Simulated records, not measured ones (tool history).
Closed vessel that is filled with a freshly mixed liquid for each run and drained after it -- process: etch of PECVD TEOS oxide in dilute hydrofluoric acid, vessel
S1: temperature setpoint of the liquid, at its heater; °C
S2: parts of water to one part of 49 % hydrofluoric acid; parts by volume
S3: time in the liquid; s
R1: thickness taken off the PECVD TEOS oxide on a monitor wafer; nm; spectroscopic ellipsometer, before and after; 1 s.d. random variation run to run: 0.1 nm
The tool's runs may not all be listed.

{"run": 1, "hour": 0.0, "S1": 22, "S2": 75, "S3": 85, "R1": 21.735}
{"run": 2, "hour": 8.0, "S1": 23, "S2": 75, "S3": 85, "R1": 22.746}
{"run": 3, "hour": 15.0, "S1": 23.5, "S2": 75, "S3": 85, "R1": 22.933}
{"run": 4, "hour": 19.5, "S1": 23.5, "S2": 60, "S3": 85, "R1": 29.296}
{"run": 5, "hour": 23.4, "S1": 23.5, "S2": 30, "S3": 85, "R1": 60.83}
{"run": 6, "hour": 29.1, "S1": 21.5, "S2": 40, "S3": 85, "R1": 41.741}
{"run": 7, "hour": 37.9, "S1": 20, "S2": 45, "S3": 85, "R1": 34.312}
{"run": 8, "hour": 40.2, "S1": 19, "S2": 45, "S3": 85, "R1": 33.233}
{"run": 9, "hour": 46.4, "S1": 18.5, "S2": 50, "S3": 85, "R1": 29.205}

Run 10, settings as shown, results not yet in. Your forecast:
{"run": 10, "hour": 50.1, "S1": 18, "S2": 50, "S3": 85, "R1": "?"}

Logged for run 10: R1 28.313 nm.
